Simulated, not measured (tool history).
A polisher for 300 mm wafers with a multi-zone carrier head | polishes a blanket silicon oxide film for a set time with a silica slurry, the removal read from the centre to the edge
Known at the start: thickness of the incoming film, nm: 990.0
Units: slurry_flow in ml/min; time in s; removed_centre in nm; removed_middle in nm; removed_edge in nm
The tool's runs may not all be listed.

Run 1, hour 0: slurry_flow 145 ml/min, centre_zone 1, middle_zone 1, edge_zone 1, slurry_solids 1, time 63 s. Result: removed_centre 143.78 nm, removed_middle 144.93 nm, removed_edge 148.4 nm.
Run 2, hour 9: slurry_flow 120 ml/min, centre_zone 1, middle_zone 1, edge_zone 1, slurry_solids 1, time 63 s. Result: removed_centre 137.64 nm, removed_middle 134.79 nm, removed_edge 139.09 nm.
Run 3, hour 10.2: slurry_flow 115 ml/min, centre_zone 0.98, middle_zone 1.03, edge_zone 0.96, slurry_solids 0.95, time 63 s. Result: removed_centre 130.2 nm, removed_middle 137.99 nm, removed_edge 133.99 nm.
Run 4, hour 17.9: slurry_flow 140 ml/min, centre_zone 0.98, middle_zone 1.03, edge_zone 0.96, slurry_solids 0.95, time 63 s. Result: removed_centre 136.4 nm, removed_middle 144.92 nm, removed_edge 140.45 nm.
Run 5, hour 23: slurry_flow 140 ml/min, centre_zone 0.98, middle_zone 1.03, edge_zone 1.03, slurry_solids 0.95, time 63 s. Result: removed_centre 138.12 nm, removed_middle 143 nm, removed_edge 144.97 nm.
Run 6, hour 26.5: slurry_flow 130 ml/min, centre_zone 0.98, middle_zone 1.05, edge_zone 0.99, slurry_solids 0.9, time 63 s. Result: removed_centre 132.07 nm, removed_middle 140.44 nm, removed_edge 133.92 nm.
Run 7, hour 28.1: slurry_flow 120 ml/min, centre_zone 0.97, middle_zone 1.06, edge_zone 0.97, slurry_solids 0.85, time 63 s. Result: removed_centre 125.15 nm, removed_middle 133.27 nm, removed_edge 125.1 nm.
Run 8, hour 31.7: slurry_flow 115 ml/min, centre_zone 0.96, middle_zone 1.07, edge_zone 0.96, slurry_solids 0.85, time 63 s. Result: removed_centre 121.61 nm, removed_middle 129.69 nm, removed_edge 125.46 nm.
Run 9, hour 33: slurry_flow 110 ml/min, centre_zone 0.96, middle_zone 1.1, edge_zone 0.93, slurry_solids 0.85, time 63 s. Result: removed_centre 120.25 nm, removed_middle 134.21 nm, removed_edge 123.59 nm.

The next listed run, before its measurement:
Run 10, hour 37.2: slurry_flow 105 ml/min, centre_zone 0.96, middle_zone 1.12, edge_zone 0.91, slurry_solids 0.85, time 63 s. Result: removed_centre ?, removed_middle ?, removed_edge ?.

Run 10 gave removed_centre 118.34 nm, removed_middle 133.09 nm, removed_edge 120.99 nm.
